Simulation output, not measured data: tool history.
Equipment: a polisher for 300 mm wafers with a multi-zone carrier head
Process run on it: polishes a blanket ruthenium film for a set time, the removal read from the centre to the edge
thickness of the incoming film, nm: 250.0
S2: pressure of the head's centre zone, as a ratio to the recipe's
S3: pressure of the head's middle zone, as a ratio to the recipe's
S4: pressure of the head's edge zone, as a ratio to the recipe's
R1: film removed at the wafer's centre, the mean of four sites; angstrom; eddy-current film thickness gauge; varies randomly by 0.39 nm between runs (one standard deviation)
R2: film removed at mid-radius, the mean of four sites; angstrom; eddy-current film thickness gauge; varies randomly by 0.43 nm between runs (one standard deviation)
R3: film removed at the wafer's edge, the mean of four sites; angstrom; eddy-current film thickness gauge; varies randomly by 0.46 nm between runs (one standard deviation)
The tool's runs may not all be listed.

run 1 hour=0 | flow_of_slurry_(ml/min)=235 S2=1 S3=1 S4=1 polishing_time_(s)=54 | R1=722.05 R2=732.16 R3=723.34
run 2 hour=4.5 | flow_of_slurry_(ml/min)=235 S2=1.03 S3=1 S4=1 polishing_time_(s)=54 | R1=745.61 R2=745.05 R3=737.24
run 3 hour=7.2 | flow_of_slurry_(ml/min)=235 S2=0.98 S3=1 S4=1 polishing_time_(s)=54 | R1=717.6 R2=739.87 R3=741.85
run 4 hour=14.5 | flow_of_slurry_(ml/min)=230 S2=0.96 S3=1.01 S4=0.98 polishing_time_(s)=47 | R1=616.71 R2=654.99 R3=639.47
run 5 hour=16.1 | flow_of_slurry_(ml/min)=210 S2=0.96 S3=1.01 S4=0.98 polishing_time_(s)=47 | R1=597.81 R2=633.73 R3=629.95
run 6 hour=17.3 | flow_of_slurry_(ml/min)=205 S2=0.94 S3=1.01 S4=0.96 polishing_time_(s)=42 | R1=509.91 R2=575.15 R3=548.62
run 7 hour=22.9 | flow_of_slurry_(ml/min)=200 S2=0.93 S3=0.99 S4=0.93 polishing_time_(s)=40 | R1=493.5 R2=533.38 R3=517.11
run 8 hour=28.8 | flow_of_slurry_(ml/min)=190 S2=0.91 S3=0.99 S4=0.91 polishing_time_(s)=38 | R1=451.72 R2=502.37 R3=485.76
run 9 hour=36.5 | flow_of_slurry_(ml/min)=185 S2=0.87 S3=0.98 S4=0.81 polishing_time_(s)=30 | R1=341.28 R2=387.8 R3=365.26
run 10 hour=39.6 | flow_of_slurry_(ml/min)=195 S2=0.87 S3=0.99 S4=0.83 polishing_time_(s)=30 | R1=338.67 R2=398.56 R3=380.74

Run 11 has not been measured yet. What should we expect?
run 11 hour=43.8 | flow_of_slurry_(ml/min)=200 S2=0.88 S3=1 S4=0.84 polishing_time_(s)=30 | R1=? R2=? R3=?

{"run 11": {"R1": 349.2, "R2": 394.96, "R3": 379.38}}
